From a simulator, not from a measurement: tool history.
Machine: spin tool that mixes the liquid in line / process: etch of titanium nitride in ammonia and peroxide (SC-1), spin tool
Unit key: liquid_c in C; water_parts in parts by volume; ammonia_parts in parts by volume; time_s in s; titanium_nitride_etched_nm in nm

run,day,liquid_c,water_parts,ammonia_parts,time_s,titanium_nitride_etched_nm
1,0.000,61.0,8.5,0.75,90,13.3480
2,0.262,59.5,8.5,0.75,90,11.9630
3,0.438,58.0,8.5,0.75,90,10.8060
4,0.708,58.0,8.5,0.85,90,11.1150
5,0.879,58.0,9.5,0.85,90,10.4940
6,1.129,58.0,9.5,0.85,90,10.4370
7,1.421,57.0,9.5,0.85,90,9.7984
8,1.583,56.0,9.5,0.85,90,9.1601
9,1.929,55.0,9.5,0.85,90,8.6136
10,2.242,54.5,9.5,0.85,90,8.2826
11,2.425,54.0,9.5,0.85,90,8.0645
12,2.788,53.5,9.5,0.85,90,7.7139
13,3.000,53.0,9.5,0.85,90,7.4963

Expected results for the next run?
14,3.321,52.5,9.5,0.85,90,?

For run 14 the tool returned titanium_nitride_etched_nm 7.2447 nm.
